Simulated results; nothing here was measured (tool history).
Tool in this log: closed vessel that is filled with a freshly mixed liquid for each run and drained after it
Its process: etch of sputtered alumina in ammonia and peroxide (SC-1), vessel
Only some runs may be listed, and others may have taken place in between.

run	day	temperature setpoint of the liquid (K)	parts of 29 % ammonia solution to one part of 30 % peroxide (parts by volume)	time in the liquid (s)	thickness taken off the sputtered alumina on a monitor wafer (nm)
1	0	320.15	0.85	250	10.967
2	0.279	320.15	0.85	270	11.666
3	0.496	320.15	0.6	270	11.362
4	0.717	315.65	0.6	270	8.8212
5	1.092	319.15	0.6	270	10.742
6	1.212	319.15	0.6	270	10.845

Expected results for the next run?
7	1.517	321.15	0.6	270	?

{"run 7": {"thickness taken off the sputtered alumina on a monitor wafer (nm)": 12.033}}
